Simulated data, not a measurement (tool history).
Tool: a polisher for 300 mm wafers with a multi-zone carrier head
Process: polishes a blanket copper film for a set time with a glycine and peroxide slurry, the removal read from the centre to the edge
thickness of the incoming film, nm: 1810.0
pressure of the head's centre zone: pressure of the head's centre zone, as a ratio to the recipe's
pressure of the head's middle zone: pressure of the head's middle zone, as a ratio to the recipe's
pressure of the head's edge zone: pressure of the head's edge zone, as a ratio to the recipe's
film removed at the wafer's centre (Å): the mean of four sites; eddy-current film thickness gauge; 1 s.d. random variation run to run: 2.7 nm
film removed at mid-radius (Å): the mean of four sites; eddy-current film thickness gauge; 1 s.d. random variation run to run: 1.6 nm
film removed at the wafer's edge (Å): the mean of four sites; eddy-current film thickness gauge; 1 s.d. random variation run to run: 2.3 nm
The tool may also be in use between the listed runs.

run,hour,flow of slurry (ml/min),pressure of the head's centre zone,pressure of the head's middle zone,pressure of the head's edge zone,polishing time (s),film removed at the wafer's centre (Å),film removed at mid-radius (Å),film removed at the wafer's edge (Å)
1,0,175,1,1,1,71,4056.4,3984.1,3972.8
2,3.4,170,0.98,0.99,0.98,66,3643.1,3673.8,3648.7
3,9.7,170,0.98,0.99,0.98,82,4406.5,4487.2,4522.6
4,14.2,165,0.97,0.98,0.96,76,3999.1,4203.1,4195.4
5,19.8,165,0.97,0.98,0.89,76,4070.6,4103.4,4057.4
6,26.6,160,0.96,0.98,0.88,70,3643.9,3852.9,3704.4
7,27.2,155,0.95,0.97,0.88,65,3347.6,3477.5,3477.4
8,33.4,155,0.9,1.04,0.81,45,2174.9,2563.3,2266.4
9,34.1,155,0.9,1.03,0.81,44,2133.7,2487.8,2261.9
10,40.2,155,0.9,1.02,0.81,43,2085.6,2416.9,2207.8
11,48.5,155,0.9,1.02,0.81,43,2122,2406.7,2181.7
12,53.2,150,0.9,1.01,0.81,43,2025,2381.5,2197
13,58.2,150,0.91,1,0.81,43,2076.8,2350.1,2208.5
14,64,145,0.91,1,0.81,43,2106.8,2327.6,2190.9
15,67.5,140,0.91,1,0.81,43,2076.9,2325.3,2161.1

Run 16, settings as shown, results not yet in. Your forecast:
16,70.4,115,0.9,0.95,0.84,43,?,?,?

{"run 16": {"film removed at the wafer's centre (Å)": 1930.3, "film removed at mid-radius (Å)": 2115.6, "film removed at the wafer's edge (Å)": 2122.2}}

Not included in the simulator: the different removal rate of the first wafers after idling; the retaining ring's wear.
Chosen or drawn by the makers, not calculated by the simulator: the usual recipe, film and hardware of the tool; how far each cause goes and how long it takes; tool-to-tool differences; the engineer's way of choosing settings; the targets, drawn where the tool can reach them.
